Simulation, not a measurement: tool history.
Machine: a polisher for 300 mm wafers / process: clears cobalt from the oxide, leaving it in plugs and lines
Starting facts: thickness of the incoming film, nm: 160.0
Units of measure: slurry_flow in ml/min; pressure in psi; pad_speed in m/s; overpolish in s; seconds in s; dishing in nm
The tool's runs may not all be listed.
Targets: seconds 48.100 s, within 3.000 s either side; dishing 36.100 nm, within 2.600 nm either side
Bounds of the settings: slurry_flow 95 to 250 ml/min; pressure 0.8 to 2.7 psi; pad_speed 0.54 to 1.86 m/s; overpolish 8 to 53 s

{"run": 1, "hour": 0.0, "slurry_flow": 160, "pressure": 1.7, "pad_speed": 1.18, "overpolish": 27, "seconds": 36.04, "dishing": 33.452}
{"run": 2, "hour": 2.0, "slurry_flow": 160, "pressure": 1.6, "pad_speed": 1.18, "overpolish": 29, "seconds": 39.689, "dishing": 35.083}
{"run": 3, "hour": 3.4, "slurry_flow": 160, "pressure": 1.6, "pad_speed": 1.18, "overpolish": 18, "seconds": 39.727, "dishing": 30.441}
{"run": 4, "hour": 11.2, "slurry_flow": 160, "pressure": 1.6, "pad_speed": 1.3, "overpolish": 18, "seconds": 35.342, "dishing": 30.021}
{"run": 5, "hour": 16.3, "slurry_flow": 160, "pressure": 1.8, "pad_speed": 1.3, "overpolish": 18, "seconds": 32.524, "dishing": 31.808}
{"run": 6, "hour": 24.3, "slurry_flow": 160, "pressure": 1.8, "pad_speed": 1.3, "overpolish": 10, "seconds": 31.356, "dishing": 23.541}
{"run": 7, "hour": 31.5, "slurry_flow": 160, "pressure": 1.7, "pad_speed": 1.3, "overpolish": 12, "seconds": 34.4, "dishing": 26.461}
{"run": 8, "hour": 39.9, "slurry_flow": 160, "pressure": 1.6, "pad_speed": 1.3, "overpolish": 14, "seconds": 36.739, "dishing": 26.646}
{"run": 9, "hour": 46.0, "slurry_flow": 160, "pressure": 1.5, "pad_speed": 1.28, "overpolish": 17, "seconds": 38.753, "dishing": 27.489}
{"run": 10, "hour": 49.4, "slurry_flow": 160, "pressure": 1.5, "pad_speed": 1.26, "overpolish": 20, "seconds": 39.26, "dishing": 31.014}
{"run": 11, "hour": 50.0, "slurry_flow": 160, "pressure": 1.4, "pad_speed": 1.26, "overpolish": 21, "seconds": 43.251, "dishing": 30.449}
{"run": 12, "hour": 53.2, "slurry_flow": 160, "pressure": 1.4, "pad_speed": 1.26, "overpolish": 22, "seconds": 43.102, "dishing": 30.057}
{"run": 13, "hour": 54.6, "slurry_flow": 160, "pressure": 1.4, "pad_speed": 1.26, "overpolish": 24, "seconds": 41.577, "dishing": 31.87}
{"run": 14, "hour": 63.3, "slurry_flow": 160, "pressure": 1.4, "pad_speed": 1.26, "overpolish": 25, "seconds": 43.056, "dishing": 32.634}

4 candidate next runs follow, results not yet known. Just one meets every target within its allowed miss. Identify it.
{"run": "A", "hour": 72.0, "slurry_flow": 150, "pressure": 1.1, "pad_speed": 1.44, "overpolish": 38, "seconds": "?", "dishing": "?"}
{"run": "B", "hour": 72.0, "slurry_flow": 130, "pressure": 1.5, "pad_speed": 1.3, "overpolish": 22, "seconds": "?", "dishing": "?"}
{"run": "C", "hour": 72.0, "slurry_flow": 155, "pressure": 1.8, "pad_speed": 1.06, "overpolish": 49, "seconds": "?", "dishing": "?"}
{"run": "D", "hour": 72.0, "slurry_flow": 105, "pressure": 1.4, "pad_speed": 1.08, "overpolish": 43, "seconds": "?", "dishing": "?"}

move=A seconds=48.894 dishing=33.734
move=B seconds=41.313 dishing=30.241
move=C seconds=40.709 dishing=35.680
move=D seconds=55.832 dishing=33.696
A: all results land within tolerance of their targets
B: further off than the last run
C: further off than the last run
D: pushes the last run's worst result past its target
So the answer is move A, the one that meets all the targets.
